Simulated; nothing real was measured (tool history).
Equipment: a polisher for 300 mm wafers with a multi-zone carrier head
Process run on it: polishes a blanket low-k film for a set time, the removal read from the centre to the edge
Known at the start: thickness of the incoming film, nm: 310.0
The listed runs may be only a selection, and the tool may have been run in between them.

run	day	flow of slurry (ml/min)	pressure of the head's centre zone	pressure of the head's middle zone	pressure of the head's edge zone	abrasive content of the slurry	polishing time (s)	film removed at the wafer's centre (nm)	film removed at mid-radius (nm)	film removed at the wafer's edge (nm)
1	0.000	205	1.00	1.00	1.00	1.00	51	32.875	33.175	33.680
2	0.308	195	1.00	0.97	0.99	0.90	48	28.287	28.209	29.566
3	0.625	190	1.01	0.94	0.97	0.85	46	26.131	24.939	26.604
4	0.950	190	1.01	0.94	0.97	0.70	46	21.825	21.066	22.342
# day 1.158: edge zone pressure recalibrated
5	1.158	190	1.01	0.94	0.97	0.60	46	18.312	17.474	18.192
6	1.412	145	1.01	0.94	0.97	0.60	46	17.089	16.627	17.485
7	1.492	145	1.01	0.94	0.97	0.60	46	17.266	16.647	17.374

Estimate the outcome of run 8 from the log above:
8	1.817	145	1.01	0.92	0.98	0.60	46	?	?	?

{"run 8": {"film removed at the wafer's centre (nm)": 17.096, "film removed at mid-radius (nm)": 16.168, "film removed at the wafer's edge (nm)": 17.791}}
